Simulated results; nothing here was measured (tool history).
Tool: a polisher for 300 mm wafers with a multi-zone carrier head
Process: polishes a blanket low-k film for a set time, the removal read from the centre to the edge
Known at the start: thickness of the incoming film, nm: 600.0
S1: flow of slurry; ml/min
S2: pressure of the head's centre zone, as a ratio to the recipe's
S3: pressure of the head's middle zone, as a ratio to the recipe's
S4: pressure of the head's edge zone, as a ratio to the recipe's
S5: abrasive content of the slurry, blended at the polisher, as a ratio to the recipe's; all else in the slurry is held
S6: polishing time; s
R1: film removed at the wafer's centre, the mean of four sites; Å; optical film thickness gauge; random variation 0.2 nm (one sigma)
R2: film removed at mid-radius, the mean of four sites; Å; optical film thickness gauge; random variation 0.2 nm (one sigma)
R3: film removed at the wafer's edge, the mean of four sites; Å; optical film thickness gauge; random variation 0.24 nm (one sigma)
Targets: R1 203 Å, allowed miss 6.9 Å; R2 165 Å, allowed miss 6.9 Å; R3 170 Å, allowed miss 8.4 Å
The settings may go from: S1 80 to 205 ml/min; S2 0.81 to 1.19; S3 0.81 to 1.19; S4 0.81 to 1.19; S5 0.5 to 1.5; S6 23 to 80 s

run,hour,S1,S2,S3,S4,S5,S6,R1,R2,R3
1,0,135,1,1,1,1,51,139.31,132.58,137.7
2,1.4,145,1.04,1.01,1.02,1.05,51,145.25,141.4,137.11
3,2.3,145,1.06,0.97,1.01,1.15,52,156.5,140.14,145.68
4,10.1,145,1.06,0.97,1.06,1.15,52,156.78,144.9,148.43
5,14.9,150,1.09,0.96,1.06,1.25,52,166.92,145.66,154.81
6,16.2,150,1.09,0.96,1.06,1.4,52,169.4,153.95,161.26
7,18.6,160,1.11,0.96,1.06,1.4,52,179.25,152.18,164.77
8,26.1,195,1.15,1.05,1.01,1.4,52,192.16,169.05,165.3
9,33.5,195,1.16,1.04,1.02,1.4,52,192.32,170.09,163.21
10,40.7,195,1.17,1.02,1.02,1.4,52,194.43,163.73,160.71

Which of these 5 next moves meets every target?
A,47.9,180,1.12,1.08,1.01,1.4,54,?,?,?
B,47.9,160,1.17,1.12,0.99,1.2,59,?,?,?
C,47.9,185,1.03,1.05,1.09,1.5,55,?,?,?
D,47.9,205,1.19,0.99,1.08,1,58,?,?,?
E,47.9,190,1.04,0.99,1.12,1.5,55,?,?,?

move,R1,R2,R3
A,190.94,176.97,167.21
B,203.09,186.2,169.8
C,183.37,180.54,181.22
D,200.62,162.14,169.85
E,185.98,172.49,184.47
A: further off than the last run
B: brings the result that was furthest off to its target, and leaves another outside
C: further off than the last run
D: meets every target
E: further off than the last run
Answer: D

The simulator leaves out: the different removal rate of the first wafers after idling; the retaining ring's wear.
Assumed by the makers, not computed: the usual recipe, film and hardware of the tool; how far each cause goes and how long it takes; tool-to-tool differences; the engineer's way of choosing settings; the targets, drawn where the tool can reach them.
